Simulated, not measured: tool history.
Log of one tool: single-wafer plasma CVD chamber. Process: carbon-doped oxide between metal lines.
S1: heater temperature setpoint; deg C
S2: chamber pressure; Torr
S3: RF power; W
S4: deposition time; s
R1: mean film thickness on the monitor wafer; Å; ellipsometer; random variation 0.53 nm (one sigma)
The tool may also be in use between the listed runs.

run  hour   S1    S2   S3    S4      R1
  1     0  350  3.91  460  21.2  956.62
  2   3.5  352  3.81  455  21.2  943.43
  3   6.8  352  3.81  510  21.2  1052.7
  4  10.5  360  3.81  510  21.2  1032.6
  5  15.3  360  3.74  495  21.2  1008.2
  6  23.5  360  3.73  480  21.2  964.69
  7  32.5  361  3.62  475  21.2  948.04
  8    36  362  3.52  475  21.2  950.52
  9  44.4  363  3.46  470  21.2  930.84
 10  45.6  364   3.4  470  21.2  938.88
       47  -- RF generator calibrated
 11    47  364  3.39  465  21.2  987.27
 12  47.7  364  3.57  460  21.2  983.23

The next listed run, before its measurement:
 13  54.7  361  3.52  460  21.2   ?

{"run 13": {"R1": 989.46}}
